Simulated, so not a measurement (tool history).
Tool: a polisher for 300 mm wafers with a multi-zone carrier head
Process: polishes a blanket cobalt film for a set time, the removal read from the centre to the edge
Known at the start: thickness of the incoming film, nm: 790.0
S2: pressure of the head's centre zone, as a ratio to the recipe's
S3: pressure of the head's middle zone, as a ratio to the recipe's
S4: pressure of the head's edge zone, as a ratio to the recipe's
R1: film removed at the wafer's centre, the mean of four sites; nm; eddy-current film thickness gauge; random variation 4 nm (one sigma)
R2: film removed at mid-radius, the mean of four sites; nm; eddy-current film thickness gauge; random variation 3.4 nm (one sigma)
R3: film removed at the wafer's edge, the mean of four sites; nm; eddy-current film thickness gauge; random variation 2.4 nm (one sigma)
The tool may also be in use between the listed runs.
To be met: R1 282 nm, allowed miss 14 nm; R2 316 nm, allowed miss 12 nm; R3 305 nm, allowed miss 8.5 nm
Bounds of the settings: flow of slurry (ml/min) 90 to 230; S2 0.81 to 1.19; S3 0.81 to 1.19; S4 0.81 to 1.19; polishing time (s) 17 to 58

run 1 day=0 | flow_of_slurry_(ml/min)=150 S2=1 S3=1 S4=1 polishing_time_(s)=37 | R1=212.82 R2=225.75 R3=229.03
run 2 day=0.217 | flow_of_slurry_(ml/min)=155 S2=1 S3=1.01 S4=1.01 polishing_time_(s)=38 | R1=220.56 R2=239.35 R3=238.03
run 3 day=0.4 | flow_of_slurry_(ml/min)=155 S2=1 S3=1.01 S4=0.93 polishing_time_(s)=38 | R1=223.61 R2=231.8 R3=229.23
run 4 day=0.754 | flow_of_slurry_(ml/min)=160 S2=1 S3=1.01 S4=0.95 polishing_time_(s)=39 | R1=233.64 R2=242.27 R3=237.91
run 5 day=0.904 | flow_of_slurry_(ml/min)=160 S2=1 S3=1.08 S4=0.95 polishing_time_(s)=39 | R1=221.76 R2=259.16 R3=239.65
run 6 day=1.217 | flow_of_slurry_(ml/min)=165 S2=1.01 S3=1.08 S4=0.97 polishing_time_(s)=40 | R1=236.14 R2=269.89 R3=246.03
run 7 day=1.262 | flow_of_slurry_(ml/min)=165 S2=1.01 S3=1.07 S4=0.99 polishing_time_(s)=41 | R1=245.19 R2=275.08 R3=252.5
run 8 day=1.471 | flow_of_slurry_(ml/min)=165 S2=1 S3=1.06 S4=1 polishing_time_(s)=42 | R1=251.39 R2=270.94 R3=263.62
run 9 day=1.842 | flow_of_slurry_(ml/min)=165 S2=1 S3=1.06 S4=1 polishing_time_(s)=42 | R1=247.42 R2=270.56 R3=262.66
-- day=2.125 centre zone pressure recalibrated
run 10 day=2.125 | flow_of_slurry_(ml/min)=165 S2=1 S3=1.07 S4=1.01 polishing_time_(s)=42 | R1=269.71 R2=277.41 R3=263.59
run 11 day=2.262 | flow_of_slurry_(ml/min)=155 S2=0.98 S3=1.08 S4=1 polishing_time_(s)=43 | R1=261.05 R2=281.16 R3=267.26
run 12 day=2.425 | flow_of_slurry_(ml/min)=160 S2=0.97 S3=1.08 S4=1.02 polishing_time_(s)=43 | R1=265.23 R2=285.38 R3=274.38
run 13 day=2.679 | flow_of_slurry_(ml/min)=165 S2=0.96 S3=1.09 S4=1.03 polishing_time_(s)=43 | R1=259.95 R2=291.17 R3=272.59
run 14 day=2.967 | flow_of_slurry_(ml/min)=165 S2=0.95 S3=1.09 S4=1.04 polishing_time_(s)=43 | R1=256.62 R2=287.51 R3=274.44
run 15 day=3.25 | flow_of_slurry_(ml/min)=165 S2=0.95 S3=1.09 S4=1.05 polishing_time_(s)=43 | R1=257.87 R2=289.9 R3=272.64
run 16 day=3.4 | flow_of_slurry_(ml/min)=165 S2=0.94 S3=1.09 S4=1.06 polishing_time_(s)=43 | R1=256.24 R2=286.26 R3=277.59
run 17 day=3.679 | flow_of_slurry_(ml/min)=165 S2=0.94 S3=1.09 S4=1.07 polishing_time_(s)=43 | R1=257.42 R2=282.07 R3=276.31
run 18 day=3.925 | flow_of_slurry_(ml/min)=165 S2=0.94 S3=1.1 S4=1.08 polishing_time_(s)=43 | R1=256.03 R2=294.6 R3=274.14
run 19 day=3.95 | flow_of_slurry_(ml/min)=175 S2=0.92 S3=1.09 S4=1.1 polishing_time_(s)=45 | R1=260.74 R2=308.02 R3=294.93

5 next moves are on the table. One of them brings every result within its allowed miss. Which?
run A day=3.975 | flow_of_slurry_(ml/min)=170 S2=0.94 S3=1.14 S4=1.04 polishing_time_(s)=45 | R1=? R2=? R3=?
run B day=3.975 | flow_of_slurry_(ml/min)=125 S2=0.94 S3=1.09 S4=1.03 polishing_time_(s)=50 | R1=? R2=? R3=?
run C day=3.975 | flow_of_slurry_(ml/min)=135 S2=1.1 S3=1.16 S4=1.11 polishing_time_(s)=47 | R1=? R2=? R3=?
run D day=3.975 | flow_of_slurry_(ml/min)=110 S2=0.99 S3=1.09 S4=1.12 polishing_time_(s)=47 | R1=? R2=? R3=?
run E day=3.975 | flow_of_slurry_(ml/min)=135 S2=0.94 S3=1.05 S4=1.19 polishing_time_(s)=48 | R1=? R2=? R3=?

move=A R1=262.64 R2=308.36 R3=291.95
move=B R1=270.46 R2=308.3 R3=307.94
move=C R1=303.64 R2=311.32 R3=304.26
move=D R1=256.87 R2=279.48 R3=294.46
move=E R1=265.26 R2=292.14 R3=322.58
A: as far off as the last run
B: meets every target
C: takes the result that was furthest off past its target
D: further off than the last run
E: further off than the last run
The right move is B.
